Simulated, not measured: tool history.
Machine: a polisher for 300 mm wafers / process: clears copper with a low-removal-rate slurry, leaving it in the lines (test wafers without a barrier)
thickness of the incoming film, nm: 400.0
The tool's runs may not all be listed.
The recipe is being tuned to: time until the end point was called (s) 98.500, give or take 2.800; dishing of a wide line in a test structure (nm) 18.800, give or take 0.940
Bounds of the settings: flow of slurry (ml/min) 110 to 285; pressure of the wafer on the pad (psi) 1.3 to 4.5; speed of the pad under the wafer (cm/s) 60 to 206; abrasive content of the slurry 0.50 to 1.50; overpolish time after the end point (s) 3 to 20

run	day	flow of slurry (ml/min)	pressure of the wafer on the pad (psi)	speed of the pad under the wafer (cm/s)	abrasive content of the slurry	overpolish time after the end point (s)	time until the end point was called (s)	dishing of a wide line in a test structure (nm)
1	0.000	180	2.9	132	1.00	10	104.710	15.931
2	0.246	185	2.9	132	1.00	10	105.620	15.712
3	0.288	185	2.9	164	1.00	10	85.486	17.411
4	0.542	185	2.8	164	1.00	10	87.013	17.263
5	0.679	220	2.8	164	1.00	10	84.217	17.010
6	1.021	220	2.8	176	1.00	10	78.231	17.656
# day 1.075: head pressure recalibrated
7	1.075	210	2.7	176	1.00	10	85.884	17.012
8	1.217	200	2.7	176	1.00	10	87.408	16.939

Exactly one of the 5 candidate moves below puts every result within its allowed miss. Which one?
A	1.358	165	2.6	168	0.95	17	?	?
B	1.358	120	2.3	200	0.90	8	?	?
C	1.358	215	3.0	176	1.05	7	?	?
D	1.358	210	3.2	180	0.70	9	?	?
E	1.358	220	3.1	192	0.85	9	?	?

move	time until the end point was called (s)	dishing of a wide line in a test structure (nm)
A	97.691	18.946
B	97.904	14.498
C	78.212	15.219
D	82.072	16.623
E	74.125	17.247
A: each result inside its tolerance
B: puts the biggest miss on target and leaves a different result outside tolerance
C: its largest miss is bigger than the last run's
D: its largest miss is bigger than the last run's
E: its largest miss is bigger than the last run's
A is the move that brings every result within its allowed miss.
